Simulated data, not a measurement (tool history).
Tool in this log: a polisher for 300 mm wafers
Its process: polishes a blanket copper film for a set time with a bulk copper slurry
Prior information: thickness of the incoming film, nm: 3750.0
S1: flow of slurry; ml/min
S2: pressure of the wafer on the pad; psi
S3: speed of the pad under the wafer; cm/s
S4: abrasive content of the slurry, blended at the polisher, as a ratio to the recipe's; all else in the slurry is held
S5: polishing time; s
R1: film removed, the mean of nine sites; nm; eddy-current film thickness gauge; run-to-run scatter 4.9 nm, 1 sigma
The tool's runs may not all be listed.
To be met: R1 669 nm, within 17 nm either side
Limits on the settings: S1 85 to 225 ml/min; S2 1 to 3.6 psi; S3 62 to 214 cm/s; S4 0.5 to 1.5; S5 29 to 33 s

run	hour	S1	S2	S3	S4	S5	R1
1	0	145	2.3	138	1	33	349.51
2	0.7	145	2	138	1	33	305.27
3	8.2	145	2	138	1.2	33	316.38
4	10.8	170	2	138	1.2	33	329.13
5	12.1	170	2	138	1.2	29	289.12
6	20.9	170	2	162	1.2	29	332.24
7	29.8	170	2.3	162	1.2	29	388.37
8	33.5	170	2.5	162	1.2	29	422.66
9	38.1	200	3.1	164	1.2	29	544.44
10	41	200	3.2	164	1.2	29	550.62
11	46	200	3.3	166	1.2	29	582.28
12	50.6	215	3.6	166	1.2	29	637.68
13	55.8	215	3.6	168	1.2	29	636.57

Which single option among these 4 for the next run brings every result within its allowed miss of target? Just one does.
A	61	180	3.6	144	1.2	33	?
B	61	165	3.6	156	1.3	33	?
C	61	225	3.2	156	1.45	33	?
D	61	225	3.3	148	1.1	33	?

move	R1
A	615.62
B	664.23
C	642.83
D	593.7
A: its largest miss is bigger than the last run's
B: each result inside its tolerance
C: an improvement on the last run, though not all results are within tolerance
D: its largest miss is bigger than the last run's
B is the move that brings every result within its allowed miss.

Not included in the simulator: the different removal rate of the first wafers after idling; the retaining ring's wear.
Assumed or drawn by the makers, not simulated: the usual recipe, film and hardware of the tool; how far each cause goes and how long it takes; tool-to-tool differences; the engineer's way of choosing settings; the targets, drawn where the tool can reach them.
